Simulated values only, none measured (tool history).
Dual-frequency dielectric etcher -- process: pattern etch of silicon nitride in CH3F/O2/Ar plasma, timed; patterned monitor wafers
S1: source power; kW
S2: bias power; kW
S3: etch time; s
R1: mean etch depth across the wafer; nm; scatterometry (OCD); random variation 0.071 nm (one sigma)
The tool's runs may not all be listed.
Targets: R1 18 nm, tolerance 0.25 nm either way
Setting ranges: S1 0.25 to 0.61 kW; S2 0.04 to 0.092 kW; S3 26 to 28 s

run	hour	S1	S2	S3	R1
1	0	0.43	0.066	28	18.948
2	8.4	0.43	0.066	28	18.99
3	16.1	0.43	0.066	28	18.93
4	24.8	0.51	0.066	28	20.172
5	25.8	0.48	0.065	28	19.58
6	26.6	0.46	0.065	28	19.433
7	32.1	0.46	0.065	28	19.332
8	34.1	0.46	0.065	28	19.474
9	39.5	0.44	0.065	28	18.988
10	41	0.43	0.065	28	18.821

Below are 5 possible settings for the next run. Only one of them brings all results inside the allowed miss of their targets. Which is it?
A	42.5	0.4	0.064	27.5	?
B	42.5	0.4	0.066	26.5	?
C	42.5	0.52	0.057	27	?
D	42.5	0.49	0.07	28	?
E	42.5	0.42	0.069	27.5	?

move	R1
A	18.046
B	17.615
C	18.558
D	20.492
E	18.944
A: hits every target within its allowed miss
B: moves the result that the last run missed by most past its target, out the other side
C: an improvement on the last run, though not all results are within tolerance
D: misses by more than the last run did
E: misses by more than the last run did
The move that meets every target is A.
